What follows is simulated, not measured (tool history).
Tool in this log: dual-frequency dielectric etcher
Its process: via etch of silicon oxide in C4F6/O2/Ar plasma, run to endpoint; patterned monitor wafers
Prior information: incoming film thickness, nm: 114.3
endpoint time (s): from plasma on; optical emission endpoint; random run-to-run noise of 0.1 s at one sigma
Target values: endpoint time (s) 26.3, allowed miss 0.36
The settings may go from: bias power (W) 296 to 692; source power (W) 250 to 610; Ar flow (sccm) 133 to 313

run	hour	bias power (W)	source power (W)	Ar flow (sccm)	endpoint time (s)
1	0	494	430	223	22.748
2	7.3	529	430	223	22.294
3	9.2	497	420	223	22.827
4	11.1	450	420	223	24.003
5	17.7	503	420	223	22.905
6	25.2	478	420	223	23.393
7	28.1	458	420	223	23.778
8	34.6	441	420	223	24.15
9	41.6	427	420	223	24.384
10	43	414	420	223	24.786
11	51.7	405	420	223	25.216
12	59.4	399	420	223	25.316
13	61.3	393	420	223	25.438
14	62.2	388	420	223	25.654
15	65.3	384	420	223	25.62
16	73.8	380	420	223	25.811
17	80.5	377	420	223	25.836

Pick the move, out of 4, that brings all results within their allowed miss; only one does.
A	87.2	409	410	232	?
B	87.2	402	420	225	?
C	87.2	390	420	186	?
D	87.2	368	420	236	?

move	endpoint time (s)
A	25.399
B	25.328
C	25.008
D	26.472
A: its largest miss is bigger than the last run's
B: its largest miss is bigger than the last run's
C: its largest miss is bigger than the last run's
D: all results land within tolerance of their targets
D meets every target.
